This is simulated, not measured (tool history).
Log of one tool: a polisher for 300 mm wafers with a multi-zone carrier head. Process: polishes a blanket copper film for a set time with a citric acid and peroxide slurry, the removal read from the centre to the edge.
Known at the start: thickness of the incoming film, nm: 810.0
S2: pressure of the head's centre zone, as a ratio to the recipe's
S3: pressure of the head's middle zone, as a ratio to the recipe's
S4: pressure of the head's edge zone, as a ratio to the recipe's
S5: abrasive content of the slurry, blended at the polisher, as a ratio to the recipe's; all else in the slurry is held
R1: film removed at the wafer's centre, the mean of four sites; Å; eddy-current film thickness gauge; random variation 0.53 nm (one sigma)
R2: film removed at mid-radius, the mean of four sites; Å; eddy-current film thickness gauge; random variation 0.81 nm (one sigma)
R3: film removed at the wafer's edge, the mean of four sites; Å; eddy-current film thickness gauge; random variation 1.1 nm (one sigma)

{"run": 1, "hour": 0.0, "flow of slurry (ml/min)": 240, "S2": 1.0, "S3": 1.0, "S4": 1.0, "S5": 1.0, "polishing time (s)": 59, "R1": 1049.3, "R2": 1052.9, "R3": 1083.9}
{"run": 2, "hour": 8.5, "flow of slurry (ml/min)": 240, "S2": 0.98, "S3": 0.99, "S4": 0.96, "S5": 0.85, "polishing time (s)": 56, "R1": 939.77, "R2": 959.51, "R3": 981.87}
{"run": 3, "hour": 15.7, "flow of slurry (ml/min)": 240, "S2": 0.98, "S3": 0.99, "S4": 1.03, "S5": 0.85, "polishing time (s)": 56, "R1": 948.59, "R2": 938.54, "R3": 1004.4}
{"run": 4, "hour": 24.3, "flow of slurry (ml/min)": 245, "S2": 0.97, "S3": 1.0, "S4": 0.98, "S5": 0.75, "polishing time (s)": 53, "R1": 870.84, "R2": 883.79, "R3": 921.92}
{"run": 5, "hour": 31.6, "flow of slurry (ml/min)": 245, "S2": 1.04, "S3": 1.0, "S4": 0.98, "S5": 0.75, "polishing time (s)": 53, "R1": 929.79, "R2": 887.49, "R3": 921.22}
{"run": 6, "hour": 39.7, "flow of slurry (ml/min)": 245, "S2": 1.04, "S3": 0.97, "S4": 0.98, "S5": 0.75, "polishing time (s)": 53, "R1": 917.4, "R2": 871.95, "R3": 893.35}
{"run": 7, "hour": 45.7, "flow of slurry (ml/min)": 245, "S2": 1.0, "S3": 0.94, "S4": 0.93, "S5": 0.7, "polishing time (s)": 53, "R1": 879.05, "R2": 839.49, "R3": 864.1}
{"run": 8, "hour": 54.0, "flow of slurry (ml/min)": 215, "S2": 0.9, "S3": 0.96, "S4": 0.83, "S5": 0.5, "polishing time (s)": 49, "R1": 665.83, "R2": 738.35, "R3": 686.72}

Run 9 comes next. What will it give?
{"run": 9, "hour": 61.2, "flow of slurry (ml/min)": 230, "S2": 0.91, "S3": 0.96, "S4": 0.85, "S5": 0.5, "polishing time (s)": 49, "R1": "?", "R2": "?", "R3": "?"}

R1: 682.53 Å
R2: 725.31 Å
R3: 706.76 Å

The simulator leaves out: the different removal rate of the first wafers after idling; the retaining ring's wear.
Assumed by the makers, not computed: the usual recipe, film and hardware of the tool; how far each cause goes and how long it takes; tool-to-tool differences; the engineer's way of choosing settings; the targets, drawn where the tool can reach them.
